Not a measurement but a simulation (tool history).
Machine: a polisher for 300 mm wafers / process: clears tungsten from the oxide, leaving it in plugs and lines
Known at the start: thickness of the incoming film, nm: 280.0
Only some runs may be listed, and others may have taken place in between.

run  hour  flow of slurry (ml/min)  pressure of the wafer on the pad (psi)  speed of the pad under the wafer (cm/s)  abrasive content of the slurry  overpolish time after the end point (s)  time until the end point was called (s)
  1   0.0                      200                                     2.8                                      140                             1.0                                       26                                   59.234
  2   4.6                      195                                     2.3                                      130                             1.0                                       26                                   75.460
  3   8.9                      195                                     2.3                                      160                             1.0                                       26                                   61.803
  4  17.0                      190                                     2.0                                      142                             1.0                                       26                                   76.106
  5  22.0                      190                                     1.8                                      128                             1.0                                       26                                   91.918
  6  27.1                      190                                     1.6                                      120                             1.0                                       26                                  107.070
  7  34.4                      190                                     1.5                                      116                             1.0                                       26                                  116.520

For run 8, what comes out?
  8  42.4                      190                                     1.4                                      114                             1.0                                       26                                        ?

time until the end point was called (s): 124.940
